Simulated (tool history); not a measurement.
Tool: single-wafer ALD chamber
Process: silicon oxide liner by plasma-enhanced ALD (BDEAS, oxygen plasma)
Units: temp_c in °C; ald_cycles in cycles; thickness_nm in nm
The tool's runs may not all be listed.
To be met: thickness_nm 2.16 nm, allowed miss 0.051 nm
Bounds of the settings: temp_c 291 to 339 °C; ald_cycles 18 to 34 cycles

run    day  temp_c  ald_cycles  thickness_nm
  1      0     315          26        2.5696
  2  0.283     315          25         2.463
  3  0.408     309          25        2.4982
  4   0.75     309          27        2.6801
  5  1.029     309          29        2.8457
  6  1.367     310          27        2.7024
  7  1.421     312          25        2.4737
  8  1.612     315          21        2.0716

Which of these 5 next moves meets every target?
  A  1.804     299          20             ?
  B  1.804     317          22             ?
  C  1.804     314          20             ?
  D  1.804     318          20             ?
  E  1.804     321          20             ?

move  thickness_nm
   A        2.0313
   B        2.1751
   C        1.9848
   D        1.9749
   E        1.9675
A: further off than the last run
B: meets every target
C: further off than the last run
D: further off than the last run
E: further off than the last run
The right move is B.
